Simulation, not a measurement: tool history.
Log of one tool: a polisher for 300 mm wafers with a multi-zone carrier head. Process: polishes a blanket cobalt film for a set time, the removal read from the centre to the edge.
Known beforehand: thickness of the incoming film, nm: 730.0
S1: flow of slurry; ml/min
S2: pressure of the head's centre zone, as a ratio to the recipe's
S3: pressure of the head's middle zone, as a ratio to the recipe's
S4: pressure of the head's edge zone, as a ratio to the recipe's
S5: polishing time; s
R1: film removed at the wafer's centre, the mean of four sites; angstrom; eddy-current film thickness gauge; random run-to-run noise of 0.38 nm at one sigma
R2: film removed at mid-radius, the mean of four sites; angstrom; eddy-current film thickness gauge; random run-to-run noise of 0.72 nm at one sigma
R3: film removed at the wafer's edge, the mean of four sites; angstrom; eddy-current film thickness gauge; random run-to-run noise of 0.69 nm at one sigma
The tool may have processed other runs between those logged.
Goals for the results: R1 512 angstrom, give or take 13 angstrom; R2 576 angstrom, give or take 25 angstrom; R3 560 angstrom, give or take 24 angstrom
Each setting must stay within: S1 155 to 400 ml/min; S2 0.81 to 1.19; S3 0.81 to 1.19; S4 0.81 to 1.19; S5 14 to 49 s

Run 1, hour 0: S1 255 ml/min, S2 1, S3 1, S4 1, S5 31 s. Result: R1 808.3 angstrom, R2 819.42 angstrom, R3 838.87 angstrom.
Run 2, hour 2: S1 250 ml/min, S2 0.97, S3 0.99, S4 0.96, S5 28 s. Result: R1 697.85 angstrom, R2 748.67 angstrom, R3 758.99 angstrom.
Run 3, hour 3.3: S1 250 ml/min, S2 0.97, S3 1.04, S4 0.96, S5 28 s. Result: R1 703.78 angstrom, R2 757.92 angstrom, R3 757.11 angstrom.
Run 4, hour 4.3: S1 250 ml/min, S2 1.02, S3 1.04, S4 0.96, S5 28 s. Result: R1 739.78 angstrom, R2 786.16 angstrom, R3 762.16 angstrom.
Run 5, hour 7.2: S1 260 ml/min, S2 1.01, S3 1.03, S4 0.94, S5 26 s. Result: R1 691.66 angstrom, R2 704.12 angstrom, R3 688.94 angstrom.
Run 6, hour 11.5: S1 270 ml/min, S2 0.97, S3 1.03, S4 0.92, S5 25 s. Result: R1 635.15 angstrom, R2 691.42 angstrom, R3 662.59 angstrom.
Run 7, hour 14.6: S1 280 ml/min, S2 0.95, S3 1, S4 0.9, S5 24 s. Result: R1 606.35 angstrom, R2 653.56 angstrom, R3 635.24 angstrom.
Run 8, hour 20: S1 285 ml/min, S2 0.93, S3 0.99, S4 0.89, S5 23 s. Result: R1 575.92 angstrom, R2 625.93 angstrom, R3 610.28 angstrom.
Run 9, hour 21.7: S1 285 ml/min, S2 0.92, S3 0.98, S4 0.88, S5 23 s. Result: R1 565.49 angstrom, R2 621.38 angstrom, R3 611.34 angstrom.
Run 10, hour 25.4: S1 240 ml/min, S2 0.89, S3 0.96, S4 0.81, S5 21 s. Result: R1 480.5 angstrom, R2 537.12 angstrom, R3 512.72 angstrom.
At hour 30.4: slurry nozzle cleaned.
Run 11, hour 30.4: S1 255 ml/min, S2 0.89, S3 0.96, S4 0.82, S5 21 s. Result: R1 532 angstrom, R2 586.4 angstrom, R3 556.45 angstrom.

Below are 5 possible settings for the next run. Only one of them brings all results inside the allowed miss of their targets. Which is it?
Run A, hour 35.4: S1 230 ml/min, S2 0.96, S3 0.95, S4 0.81, S5 21 s. Result: R1 ?, R2 ?, R3 ?.
Run B, hour 35.4: S1 220 ml/min, S2 0.89, S3 0.97, S4 0.86, S5 21 s. Result: R1 ?, R2 ?, R3 ?.
Run C, hour 35.4: S1 275 ml/min, S2 0.97, S3 0.99, S4 0.82, S5 20 s. Result: R1 ?, R2 ?, R3 ?.
Run D, hour 35.4: S1 275 ml/min, S2 0.87, S3 1.06, S4 0.81, S5 21 s. Result: R1 ?, R2 ?, R3 ?.
Run E, hour 35.4: S1 295 ml/min, S2 0.96, S3 0.99, S4 0.81, S5 20 s. Result: R1 ?, R2 ?, R3 ?.

move      R1      R2      R3
   A  564.12   587.2  547.14
   B  520.26  591.48  557.22
   C  556.73  587.43  532.33
   D   525.9  645.46  555.93
   E  555.85     592  532.94
A: lands further from the targets than the last run did
B: every result within its allowed miss
C: lands further from the targets than the last run did
D: lands further from the targets than the last run did
E: lands further from the targets than the last run did
Correct choice: B, which meets every target
